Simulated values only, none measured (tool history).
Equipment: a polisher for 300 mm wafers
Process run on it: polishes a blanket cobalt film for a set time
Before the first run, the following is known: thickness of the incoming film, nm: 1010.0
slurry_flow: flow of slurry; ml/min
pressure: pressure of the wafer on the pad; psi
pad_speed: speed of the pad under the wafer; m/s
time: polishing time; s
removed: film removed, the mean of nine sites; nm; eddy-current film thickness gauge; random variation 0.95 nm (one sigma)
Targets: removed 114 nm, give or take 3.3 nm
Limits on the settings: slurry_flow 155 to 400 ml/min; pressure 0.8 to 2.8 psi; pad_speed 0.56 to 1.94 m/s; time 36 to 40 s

Run 1, hour 0: slurry_flow 255 ml/min, pressure 1.8 psi, pad_speed 1.24 m/s, time 40 s. Result: removed 266.18 nm.
Run 2, hour 1.8: slurry_flow 255 ml/min, pressure 1.6 psi, pad_speed 1.18 m/s, time 40 s. Result: removed 223.64 nm.
Run 3, hour 2.8: slurry_flow 285 ml/min, pressure 1.6 psi, pad_speed 1.18 m/s, time 40 s. Result: removed 226.92 nm.
Run 4, hour 3.6: slurry_flow 285 ml/min, pressure 1.5 psi, pad_speed 1.14 m/s, time 40 s. Result: removed 208.02 nm.
Run 5, hour 9.7: slurry_flow 315 ml/min, pressure 1.5 psi, pad_speed 1.14 m/s, time 40 s. Result: removed 209.76 nm.
Run 6, hour 17.7: slurry_flow 315 ml/min, pressure 1.5 psi, pad_speed 1.14 m/s, time 36 s. Result: removed 187.99 nm.
Run 7, hour 26.5: slurry_flow 315 ml/min, pressure 1.4 psi, pad_speed 1.12 m/s, time 36 s. Result: removed 172.05 nm.
Run 8, hour 27.4: slurry_flow 315 ml/min, pressure 1.3 psi, pad_speed 1.12 m/s, time 36 s. Result: removed 160.66 nm.
Run 9, hour 32.5: slurry_flow 315 ml/min, pressure 1.2 psi, pad_speed 1.12 m/s, time 36 s. Result: removed 149.64 nm.
Run 10, hour 36: slurry_flow 315 ml/min, pressure 1.1 psi, pad_speed 1.12 m/s, time 36 s. Result: removed 135.56 nm.
Run 11, hour 43.1: slurry_flow 300 ml/min, pressure 0.8 psi, pad_speed 1.12 m/s, time 36 s. Result: removed 101.23 nm.
Run 12, hour 50.8: slurry_flow 310 ml/min, pressure 0.8 psi, pad_speed 1.12 m/s, time 36 s. Result: removed 101.91 nm.
Run 13, hour 54.8: slurry_flow 315 ml/min, pressure 0.8 psi, pad_speed 1.12 m/s, time 36 s. Result: removed 101.98 nm.
Run 14, hour 56.2: slurry_flow 320 ml/min, pressure 0.8 psi, pad_speed 1.12 m/s, time 36 s. Result: removed 103.14 nm.
Run 15, hour 57.5: slurry_flow 325 ml/min, pressure 0.8 psi, pad_speed 1.12 m/s, time 36 s. Result: removed 102.96 nm.

Of the 5 settings listed for the next run, only one would bring every result within its allowed miss of target. Which one?
Run A, hour 58.8: slurry_flow 265 ml/min, pressure 1 psi, pad_speed 1.02 m/s, time 36 s. Result: removed ?.
Run B, hour 58.8: slurry_flow 325 ml/min, pressure 0.8 psi, pad_speed 1.04 m/s, time 36 s. Result: removed ?.
Run C, hour 58.8: slurry_flow 320 ml/min, pressure 0.9 psi, pad_speed 1.06 m/s, time 36 s. Result: removed ?.
Run D, hour 58.8: slurry_flow 395 ml/min, pressure 0.9 psi, pad_speed 0.96 m/s, time 38 s. Result: removed ?.
Run E, hour 58.8: slurry_flow 355 ml/min, pressure 0.9 psi, pad_speed 1.1 m/s, time 38 s. Result: removed ?.

move  removed
   A   114.93
   B   96.835
   C   110.01
   D   107.32
   E    121.4
A: meets every target
B: further off than the last run
C: closer than the last run, but not yet in spec
D: closer than the last run, but not yet in spec
E: carries the result that was furthest off beyond its target, to the other side
A meets every target.
